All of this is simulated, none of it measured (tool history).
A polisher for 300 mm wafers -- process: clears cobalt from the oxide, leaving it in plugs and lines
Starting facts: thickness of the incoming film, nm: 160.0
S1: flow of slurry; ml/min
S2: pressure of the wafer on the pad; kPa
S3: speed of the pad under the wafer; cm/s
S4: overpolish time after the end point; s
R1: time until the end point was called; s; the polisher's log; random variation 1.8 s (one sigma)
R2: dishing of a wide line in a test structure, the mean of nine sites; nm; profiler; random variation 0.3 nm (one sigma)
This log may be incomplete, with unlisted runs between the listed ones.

run 1 day=0.000 | S1=130 S2=12.4 S3=88 S4=11 | R1=47.815 R2=25.558
run 2 day=0.154 | S1=130 S2=11.7 S3=88 S4=11 | R1=49.782 R2=25.253
run 3 day=0.179 | S1=130 S2=11.0 S3=86 S4=11 | R1=53.858 R2=23.822
run 4 day=0.246 | S1=100 S2=11.0 S3=86 S4=11 | R1=57.725 R2=21.590
run 5 day=0.608 | S1=100 S2=11.0 S3=76 S4=11 | R1=61.248 R2=20.718
run 6 day=0.958 | S1=100 S2=10.3 S3=76 S4=11 | R1=68.598 R2=20.145
run 7 day=1.046 | S1=95 S2=9.0 S3=76 S4=12 | R1=79.960 R2=18.770

Estimate the outcome of run 8 from the log above:
run 8 day=1.312 | S1=90 S2=8.3 S3=76 S4=13 | R1=? R2=?

Logged for run 8: R1 86.273 s, R2 18.279 nm.

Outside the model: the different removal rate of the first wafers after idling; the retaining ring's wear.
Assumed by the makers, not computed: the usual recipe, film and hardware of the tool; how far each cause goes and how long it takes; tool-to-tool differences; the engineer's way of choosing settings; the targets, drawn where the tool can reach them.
